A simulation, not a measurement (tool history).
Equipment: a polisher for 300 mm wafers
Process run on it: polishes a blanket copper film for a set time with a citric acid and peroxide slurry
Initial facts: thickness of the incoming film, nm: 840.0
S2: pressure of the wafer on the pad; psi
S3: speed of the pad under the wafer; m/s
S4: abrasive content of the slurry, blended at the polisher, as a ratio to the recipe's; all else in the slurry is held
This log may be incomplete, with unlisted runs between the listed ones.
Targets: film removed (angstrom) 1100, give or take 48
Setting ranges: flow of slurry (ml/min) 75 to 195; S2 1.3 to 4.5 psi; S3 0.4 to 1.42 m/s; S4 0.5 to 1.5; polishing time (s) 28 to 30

run 1 hour=0 | flow_of_slurry_(ml/min)=125 S2=2.9 S3=0.9 S4=1 polishing_time_(s)=30 | film_removed_(angstrom)=596.65
run 2 hour=5.8 | flow_of_slurry_(ml/min)=125 S2=2.9 S3=0.9 S4=0.9 polishing_time_(s)=30 | film_removed_(angstrom)=577.8
run 3 hour=6.8 | flow_of_slurry_(ml/min)=130 S2=3.5 S3=0.92 S4=0.9 polishing_time_(s)=30 | film_removed_(angstrom)=719.13
run 4 hour=11.6 | flow_of_slurry_(ml/min)=105 S2=3.5 S3=0.92 S4=0.9 polishing_time_(s)=30 | film_removed_(angstrom)=692.31
run 5 hour=13.2 | flow_of_slurry_(ml/min)=105 S2=3.5 S3=0.92 S4=0.9 polishing_time_(s)=30 | film_removed_(angstrom)=684.64
run 6 hour=17.7 | flow_of_slurry_(ml/min)=115 S2=3.8 S3=0.96 S4=0.9 polishing_time_(s)=30 | film_removed_(angstrom)=769.95
run 7 hour=18.7 | flow_of_slurry_(ml/min)=120 S2=4 S3=1.02 S4=0.9 polishing_time_(s)=30 | film_removed_(angstrom)=884.83
run 8 hour=25.8 | flow_of_slurry_(ml/min)=125 S2=4.2 S3=1.04 S4=0.9 polishing_time_(s)=30 | film_removed_(angstrom)=961.87
run 9 hour=31.3 | flow_of_slurry_(ml/min)=130 S2=4.3 S3=1.06 S4=0.9 polishing_time_(s)=30 | film_removed_(angstrom)=1017.5

Next run, 5 choices. One meets every target within its allowed miss, the rest don't. Which?
run A hour=36.8 | flow_of_slurry_(ml/min)=140 S2=4.5 S3=1.2 S4=1.05 polishing_time_(s)=30 | film_removed_(angstrom)=?
run B hour=36.8 | flow_of_slurry_(ml/min)=125 S2=4.5 S3=1.26 S4=0.85 polishing_time_(s)=30 | film_removed_(angstrom)=?
run C hour=36.8 | flow_of_slurry_(ml/min)=145 S2=3.7 S3=1.2 S4=1.05 polishing_time_(s)=29 | film_removed_(angstrom)=?
run D hour=36.8 | flow_of_slurry_(ml/min)=90 S2=4.5 S3=1.22 S4=1.2 polishing_time_(s)=28 | film_removed_(angstrom)=?
run E hour=36.8 | flow_of_slurry_(ml/min)=95 S2=3.7 S3=1.32 S4=1 polishing_time_(s)=28 | film_removed_(angstrom)=?

move=A film_removed_(angstrom)=1221.1
move=B film_removed_(angstrom)=1212
move=C film_removed_(angstrom)=990.9
move=D film_removed_(angstrom)=1092.3
move=E film_removed_(angstrom)=964.23
A: moves the result that the last run missed by most past its target, out the other side
B: moves the result that the last run missed by most past its target, out the other side
C: misses by more than the last run did
D: each result inside its tolerance
E: misses by more than the last run did
Move D is the one to make.
